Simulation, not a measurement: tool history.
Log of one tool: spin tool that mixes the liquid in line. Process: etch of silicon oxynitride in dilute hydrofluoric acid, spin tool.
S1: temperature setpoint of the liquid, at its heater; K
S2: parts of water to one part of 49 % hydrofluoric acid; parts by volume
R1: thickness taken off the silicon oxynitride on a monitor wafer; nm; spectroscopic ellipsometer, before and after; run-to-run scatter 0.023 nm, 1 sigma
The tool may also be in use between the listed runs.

Run 1, hour 0.0: S1 297.15 K, S2 160 parts by volume, time under the liquid (s) 90. Result: R1 1.9175 nm.
Run 2, hour 7.3: S1 299.15 K, S2 160 parts by volume, time under the liquid (s) 90. Result: R1 2.0956 nm.
Run 3, hour 16.1: S1 296.65 K, S2 160 parts by volume, time under the liquid (s) 90. Result: R1 1.8853 nm.
Run 4, hour 23.0: S1 298.65 K, S2 160 parts by volume, time under the liquid (s) 90. Result: R1 2.0577 nm.
Run 5, hour 31.4: S1 298.65 K, S2 160 parts by volume, time under the liquid (s) 70. Result: R1 1.6014 nm.
Run 6, hour 36.5: S1 299.65 K, S2 145 parts by volume, time under the liquid (s) 70. Result: R1 1.8808 nm.
Run 7, hour 44.7: S1 300.65 K, S2 135 parts by volume, time under the liquid (s) 70. Result: R1 2.1055 nm.

Expected results for the next run?
Run 8, hour 53.7: S1 301.65 K, S2 130 parts by volume, time under the liquid (s) 70. Result: R1 ?.

Run 8 measured R1 2.2865 nm.

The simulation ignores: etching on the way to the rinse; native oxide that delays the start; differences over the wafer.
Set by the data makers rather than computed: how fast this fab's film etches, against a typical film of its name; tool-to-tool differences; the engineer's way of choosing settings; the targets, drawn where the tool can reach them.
